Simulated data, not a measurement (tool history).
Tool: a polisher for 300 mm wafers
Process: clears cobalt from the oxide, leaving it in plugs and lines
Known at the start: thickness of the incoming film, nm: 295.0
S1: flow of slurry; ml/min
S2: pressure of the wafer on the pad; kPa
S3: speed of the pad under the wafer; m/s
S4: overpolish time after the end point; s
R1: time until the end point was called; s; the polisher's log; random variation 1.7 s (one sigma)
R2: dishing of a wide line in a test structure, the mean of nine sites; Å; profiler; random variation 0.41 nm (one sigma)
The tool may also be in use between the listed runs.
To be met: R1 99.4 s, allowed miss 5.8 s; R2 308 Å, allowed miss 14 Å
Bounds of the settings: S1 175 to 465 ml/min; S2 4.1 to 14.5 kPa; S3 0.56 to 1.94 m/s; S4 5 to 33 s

{"run": 1, "hour": 0.0, "S1": 295, "S2": 9, "S3": 1.24, "S4": 17, "R1": 69.598, "R2": 461.4}
{"run": 2, "hour": 8.4, "S1": 295, "S2": 9, "S3": 1.24, "S4": 11, "R1": 68.507, "R2": 338.98}
{"run": 3, "hour": 15.1, "S1": 220, "S2": 9, "S3": 1.24, "S4": 11, "R1": 70.113, "R2": 332.52}
{"run": 4, "hour": 16.3, "S1": 220, "S2": 9, "S3": 1.4, "S4": 11, "R1": 65.047, "R2": 368.04}
{"run": 5, "hour": 21.0, "S1": 220, "S2": 8.3, "S3": 1.4, "S4": 11, "R1": 67.879, "R2": 345.54}
{"run": 6, "hour": 24.9, "S1": 220, "S2": 7.6, "S3": 1.4, "S4": 12, "R1": 72.355, "R2": 352.26}
{"run": 7, "hour": 27.8, "S1": 220, "S2": 6.9, "S3": 1.4, "S4": 12, "R1": 77.173, "R2": 339.22}
{"run": 8, "hour": 30.9, "S1": 220, "S2": 6.2, "S3": 1.4, "S4": 12, "R1": 80.556, "R2": 315.11}
{"run": 9, "hour": 38.4, "S1": 220, "S2": 5.5, "S3": 1.38, "S4": 13, "R1": 88.363, "R2": 308.78}

Which of these 4 next moves meets every target?
{"run": "A", "hour": 45.9, "S1": 230, "S2": 4.1, "S3": 1.48, "S4": 14, "R1": "?", "R2": "?"}
{"run": "B", "hour": 45.9, "S1": 240, "S2": 5.5, "S3": 1.5, "S4": 11, "R1": "?", "R2": "?"}
{"run": "C", "hour": 45.9, "S1": 185, "S2": 6.9, "S3": 1.6, "S4": 10, "R1": "?", "R2": "?"}
{"run": "D", "hour": 45.9, "S1": 300, "S2": 6.2, "S3": 1, "S4": 17, "R1": "?", "R2": "?"}

move=A R1=100.45 R2=310.28
move=B R1=83.777 R2=295.8
move=C R1=69.914 R2=315.99
move=D R1=109.5 R2=337.37
A: meets every target
B: further off than the last run
C: further off than the last run
D: takes the result that was furthest off past its target
Answer: A
